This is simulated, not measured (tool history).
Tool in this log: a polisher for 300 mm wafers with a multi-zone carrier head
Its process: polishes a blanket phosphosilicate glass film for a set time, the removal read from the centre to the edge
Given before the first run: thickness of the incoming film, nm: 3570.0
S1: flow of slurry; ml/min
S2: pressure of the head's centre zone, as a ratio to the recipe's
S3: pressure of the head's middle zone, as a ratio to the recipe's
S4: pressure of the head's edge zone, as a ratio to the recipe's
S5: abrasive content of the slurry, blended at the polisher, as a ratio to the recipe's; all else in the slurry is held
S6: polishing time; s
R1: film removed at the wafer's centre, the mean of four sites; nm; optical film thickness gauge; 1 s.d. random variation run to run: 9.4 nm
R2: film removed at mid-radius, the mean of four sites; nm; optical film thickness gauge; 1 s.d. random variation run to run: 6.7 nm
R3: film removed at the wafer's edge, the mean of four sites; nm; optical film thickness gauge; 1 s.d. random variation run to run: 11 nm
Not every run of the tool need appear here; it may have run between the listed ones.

Run 1, day 0.000: S1 215 ml/min, S2 1.00, S3 1.00, S4 1.00, S5 1.0, S6 80 s. Result: R1 490.45 nm, R2 443.20 nm, R3 436.50 nm.
Run 2, day 0.058: S1 185 ml/min, S2 1.00, S3 1.00, S4 1.00, S5 1.0, S6 80 s. Result: R1 478.05 nm, R2 438.44 nm, R3 431.23 nm.
Run 3, day 0.433: S1 185 ml/min, S2 1.00, S3 1.00, S4 1.00, S5 1.1, S6 80 s. Result: R1 490.69 nm, R2 466.03 nm, R3 454.66 nm.
Run 4, day 0.679: S1 185 ml/min, S2 1.00, S3 0.96, S4 1.00, S5 1.1, S6 80 s. Result: R1 496.68 nm, R2 448.81 nm, R3 450.62 nm.
Run 5, day 0.892: S1 185 ml/min, S2 1.00, S3 0.96, S4 1.06, S5 1.1, S6 80 s. Result: R1 504.28 nm, R2 449.06 nm, R3 464.99 nm.
Run 6, day 1.054: S1 185 ml/min, S2 1.00, S3 0.96, S4 1.06, S5 1.1, S6 64 s. Result: R1 401.14 nm, R2 363.27 nm, R3 367.99 nm.
Run 7, day 1.133: S1 180 ml/min, S2 0.98, S3 0.96, S4 1.09, S5 1.2, S6 74 s. Result: R1 468.29 nm, R2 422.91 nm, R3 448.16 nm.
Run 8, day 1.475: S1 175 ml/min, S2 0.97, S3 0.98, S4 1.10, S5 1.3, S6 82 s. Result: R1 529.84 nm, R2 494.94 nm, R3 521.92 nm.
Run 9, day 1.588: S1 175 ml/min, S2 0.97, S3 0.98, S4 1.10, S5 1.3, S6 82 s. Result: R1 541.94 nm, R2 500.72 nm, R3 533.72 nm.
Run 10, day 1.800: S1 190 ml/min, S2 0.93, S3 1.01, S4 1.19, S5 1.5, S6 102 s. Result: R1 669.47 nm, R2 669.84 nm, R3 706.87 nm.

The next listed run, before its measurement:
Run 11, day 2.142: S1 190 ml/min, S2 0.93, S3 1.00, S4 1.19, S5 1.5, S6 104 s. Result: R1 ?, R2 ?, R3 ?.

R1: 692.93 nm
R2: 680.90 nm
R3: 722.42 nm
